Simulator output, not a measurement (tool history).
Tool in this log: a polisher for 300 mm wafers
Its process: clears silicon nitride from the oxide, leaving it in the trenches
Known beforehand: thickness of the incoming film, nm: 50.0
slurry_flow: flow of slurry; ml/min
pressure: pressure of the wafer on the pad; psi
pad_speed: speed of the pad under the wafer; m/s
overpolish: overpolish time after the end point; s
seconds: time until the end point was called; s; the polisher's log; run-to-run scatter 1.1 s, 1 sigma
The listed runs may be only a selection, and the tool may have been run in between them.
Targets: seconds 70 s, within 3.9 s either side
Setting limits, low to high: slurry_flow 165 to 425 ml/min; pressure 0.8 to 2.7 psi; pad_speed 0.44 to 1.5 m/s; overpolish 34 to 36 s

run	day	slurry_flow	pressure	pad_speed	overpolish	seconds
1	0	275	1.7	0.96	34	116.63
2	0.154	275	1.4	0.96	34	136.08
3	0.275	275	1.5	0.96	34	128.26
4	0.533	315	1.5	0.96	34	126.21
5	0.721	250	1.5	0.96	34	129.93
6	0.85	250	1.6	0.96	34	121.44
7	1.117	250	1.7	0.96	34	114.88
8	1.458	250	1.8	0.96	34	110.75
9	1.804	250	1.9	0.96	34	102.94
10	2.117	250	2	0.96	34	99.58
11	2.488	250	2.1	0.96	34	91.341
12	2.629	250	2.2	0.96	34	91.474
13	2.725	250	2.3	0.96	34	86.674
14	2.971	250	2.5	0.98	34	79.906
15	3.038	250	2.6	1.02	34	74.016

Of the 5 settings listed for the next run, only one would bring every result within its allowed miss of target. Which one?
A	3.104	245	2.5	0.88	34	?
B	3.104	235	2.4	0.98	34	?
C	3.104	255	2.7	1.06	36	?
D	3.104	205	2.6	0.98	36	?
E	3.104	215	2.4	1	34	?

move	seconds
A	87.268
B	84.083
C	70.267
D	79.249
E	83.664
A: misses by more than the last run did
B: misses by more than the last run did
C: hits every target within its allowed miss
D: misses by more than the last run did
E: misses by more than the last run did
C is the move that brings every result within its allowed miss.

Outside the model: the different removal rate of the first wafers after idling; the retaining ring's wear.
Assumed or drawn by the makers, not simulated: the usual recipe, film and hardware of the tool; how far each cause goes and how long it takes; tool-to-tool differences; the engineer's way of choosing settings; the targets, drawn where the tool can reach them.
